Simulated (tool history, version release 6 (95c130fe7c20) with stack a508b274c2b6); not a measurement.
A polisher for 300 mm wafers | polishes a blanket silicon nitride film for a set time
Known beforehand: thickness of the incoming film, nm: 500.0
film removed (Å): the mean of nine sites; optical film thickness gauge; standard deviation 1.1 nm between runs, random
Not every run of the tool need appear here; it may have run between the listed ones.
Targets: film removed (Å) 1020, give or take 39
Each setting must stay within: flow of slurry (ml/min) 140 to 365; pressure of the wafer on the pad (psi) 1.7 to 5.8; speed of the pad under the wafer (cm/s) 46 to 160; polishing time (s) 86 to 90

run	hour	flow of slurry (ml/min)	pressure of the wafer on the pad (psi)	speed of the pad under the wafer (cm/s)	polishing time (s)	film removed (Å)
1	0	235	3.7	102	86	1638.2
2	4.4	270	3.7	102	86	1648.4
3	7.6	270	3.5	102	86	1559.9
4	16.2	270	3.3	102	86	1466.1
5	17.5	270	3.1	102	86	1401.9
6	23.4	225	3.1	102	86	1390.8
7	28.1	225	2.1	100	86	938.04
8	28.8	225	2.2	100	86	965.06

Consider the 4 candidate settings below. Which is the only one whose results all fall within their allowed miss of target?
A	29.5	270	1.7	118	88	?
B	29.5	240	2.4	100	88	?
C	29.5	260	2.1	104	90	?
D	29.5	235	1.9	102	90	?

move	film removed (Å)
A	888.46
B	1081.2
C	1010.2
D	895.89
A: the biggest miss grows against the last run
B: takes the biggest miss from the last run beyond its target
C: hits every target within its allowed miss
D: the biggest miss grows against the last run
So the answer is move C, the one that meets all the targets.
